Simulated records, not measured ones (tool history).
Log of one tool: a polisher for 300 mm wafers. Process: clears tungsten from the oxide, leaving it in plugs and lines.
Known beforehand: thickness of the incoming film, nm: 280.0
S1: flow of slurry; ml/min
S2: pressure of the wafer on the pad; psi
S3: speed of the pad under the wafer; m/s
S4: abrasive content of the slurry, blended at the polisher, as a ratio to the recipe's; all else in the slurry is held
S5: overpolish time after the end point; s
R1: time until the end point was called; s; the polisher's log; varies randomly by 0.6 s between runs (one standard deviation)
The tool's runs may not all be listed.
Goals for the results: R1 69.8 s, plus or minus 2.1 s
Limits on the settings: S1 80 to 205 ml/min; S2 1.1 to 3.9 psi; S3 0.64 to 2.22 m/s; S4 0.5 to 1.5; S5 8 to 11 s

run	hour	S1	S2	S3	S4	S5	R1
1	0	135	2.5	1.42	1	11	63.854
2	5.8	135	2.5	1.42	1	11	64.166
3	10.9	135	2.5	1.42	1.2	11	60.572
4	15.1	135	2.5	1.1	1.2	11	77.346
5	19.7	145	2.5	1.1	1.2	11	75.798
6	24.5	150	2.5	1.1	1.2	11	74.377
7	31.4	155	2.5	1.1	1.2	11	76.121
8	36.2	155	2.8	1.1	1.2	11	68.636

Below are 5 possible settings for the next run. Only one of them brings all results inside the allowed miss of their targets. Which is it?
A	41	160	2.4	1.3	1.3	8	?
B	41	175	2.7	1.1	1.4	11	?
C	41	155	2.8	1.04	1.25	8	?
D	41	155	3	1.14	0.95	11	?
E	41	135	2.9	1.1	1.3	11	?

move	R1
A	65.902
B	66.29
C	70.395
D	65.231
E	65.201
A: the biggest miss grows against the last run
B: the biggest miss grows against the last run
C: in spec on every target
D: the biggest miss grows against the last run
E: the biggest miss grows against the last run
Move C is the one to make.
